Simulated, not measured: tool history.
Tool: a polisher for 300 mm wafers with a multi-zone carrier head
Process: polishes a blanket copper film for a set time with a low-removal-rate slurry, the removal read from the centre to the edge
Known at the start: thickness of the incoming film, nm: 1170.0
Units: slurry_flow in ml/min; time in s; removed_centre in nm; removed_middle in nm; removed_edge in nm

run	hour	slurry_flow	centre_zone	middle_zone	edge_zone	slurry_solids	time	removed_centre	removed_middle	removed_edge
1	0	185	1	1	1	1	39	109.3	111.93	112.56
2	4.7	205	1	1	1	1	39	107.81	113.19	110.88
3	8	200	1.01	1.01	1.01	1.05	40	115.18	115.53	117.66
4	10.2	200	1.01	1.01	1.01	1.05	44	125.22	127.82	127.99
5	13	200	1.01	0.97	1.01	1.05	44	122.97	124.83	126.75
6	19.7	200	1.01	0.97	1.01	0.9	44	122.05	120.62	127.91

Forecast run 7:
7	27.4	200	1.02	0.98	1.02	0.95	44	?	?	?

removed_centre: 126.02 nm
removed_middle: 122.67 nm
removed_edge: 126.14 nm

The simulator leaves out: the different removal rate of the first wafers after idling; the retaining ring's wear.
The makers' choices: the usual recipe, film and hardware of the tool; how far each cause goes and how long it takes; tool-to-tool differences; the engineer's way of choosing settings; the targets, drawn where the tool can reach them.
